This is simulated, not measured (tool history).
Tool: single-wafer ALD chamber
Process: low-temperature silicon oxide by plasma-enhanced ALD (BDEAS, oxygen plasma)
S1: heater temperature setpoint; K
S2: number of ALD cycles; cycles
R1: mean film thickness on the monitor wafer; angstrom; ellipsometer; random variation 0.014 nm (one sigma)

run  hour      S1  S2      R1
  1     0  383.15  31  42.251
  2   3.1  385.15  29  39.029
  3   7.9  389.15  28  37.495
  4  14.4  392.15  27  36.099
  5  20.3  383.15  27  36.605
  6  24.6  390.15  27  36.057
  7  28.1  392.15  27  35.993
  8  31.2  392.15  27  35.989
  9  35.4  393.15  27    35.9

The next listed run, before its measurement:
 10  42.2  394.15  27   ?

Run 10 gave R1 35.859 angstrom.

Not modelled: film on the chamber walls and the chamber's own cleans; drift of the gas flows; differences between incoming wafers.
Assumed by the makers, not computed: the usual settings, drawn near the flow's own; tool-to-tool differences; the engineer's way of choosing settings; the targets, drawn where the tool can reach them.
